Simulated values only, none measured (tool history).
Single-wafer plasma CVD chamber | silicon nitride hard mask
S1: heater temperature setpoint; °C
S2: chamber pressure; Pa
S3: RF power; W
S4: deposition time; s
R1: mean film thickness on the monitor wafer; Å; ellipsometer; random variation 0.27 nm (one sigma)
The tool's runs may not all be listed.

| run | hour | S1 | S2 | S3 | S4 | R1 |
|---|---|---|---|---|---|---|
| 1 | 0.0 | 410 | 241 | 325 | 65.4 | 861.49 |
| 2 | 3.2 | 410 | 248 | 325 | 65.4 | 868.71 |
| 3 | 8.5 | 410 | 255 | 325 | 65.4 | 877.77 |
| 4 | 13.9 | 414 | 255 | 325 | 65.4 | 873.12 |
| 5 | 20.4 | 414 | 260 | 325 | 65.4 | 881.19 |
| 6 | 25.2 | 414 | 265 | 325 | 65.4 | 885.83 |

Forecast run 7:
| 7 | 30.0 | 414 | 271 | 325 | 65.4 | ? |

{"run 7": {"R1": 882.07}}
